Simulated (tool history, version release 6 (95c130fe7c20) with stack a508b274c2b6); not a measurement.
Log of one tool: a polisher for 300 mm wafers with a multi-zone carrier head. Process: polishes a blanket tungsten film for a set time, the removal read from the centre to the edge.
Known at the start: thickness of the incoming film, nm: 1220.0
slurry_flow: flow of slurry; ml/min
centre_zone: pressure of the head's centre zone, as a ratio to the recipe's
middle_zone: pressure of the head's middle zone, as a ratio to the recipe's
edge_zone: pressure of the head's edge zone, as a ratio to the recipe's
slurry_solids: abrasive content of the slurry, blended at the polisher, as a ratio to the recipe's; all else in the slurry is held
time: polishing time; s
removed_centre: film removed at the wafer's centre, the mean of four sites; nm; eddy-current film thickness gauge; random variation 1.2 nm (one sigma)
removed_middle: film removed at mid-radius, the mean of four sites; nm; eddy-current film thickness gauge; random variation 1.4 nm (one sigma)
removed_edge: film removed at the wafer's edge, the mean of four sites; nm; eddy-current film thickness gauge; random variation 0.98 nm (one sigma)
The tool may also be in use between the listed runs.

run	hour	slurry_flow	centre_zone	middle_zone	edge_zone	slurry_solids	time	removed_centre	removed_middle	removed_edge
1	0	155	1	1	1	1	41	176.62	171.87	175.34
2	0.6	155	1	1	1	1.15	41	179.96	177.74	183.07
3	3.1	155	1	1.06	1	1.15	41	181.75	191.97	181.67
4	11.4	155	1	1.06	1	1.15	32	142.65	154.74	142.53
5	20	155	1.01	1.04	0.99	1.1	31	137.02	143.86	136.6
6	20.8	155	1.01	1.04	0.99	1.3	31	145.11	146.4	141.51
7	26	155	1.02	1.03	0.98	1.25	30	138.34	139.25	132.98
8	32.3	150	1.03	1.01	0.96	1.2	30	138.82	133.87	132.64
9	33.4	150	1.04	1	0.95	1.15	29	132.11	127.6	127.33
10	35.6	155	1.06	0.99	0.94	1.1	28	129.43	125.82	118.92

Forecast run 11:
11	43	110	1.16	0.89	0.97	0.95	25	?	?	?

removed_centre: 113.83 nm
removed_middle: 90.298 nm
removed_edge: 99.437 nm
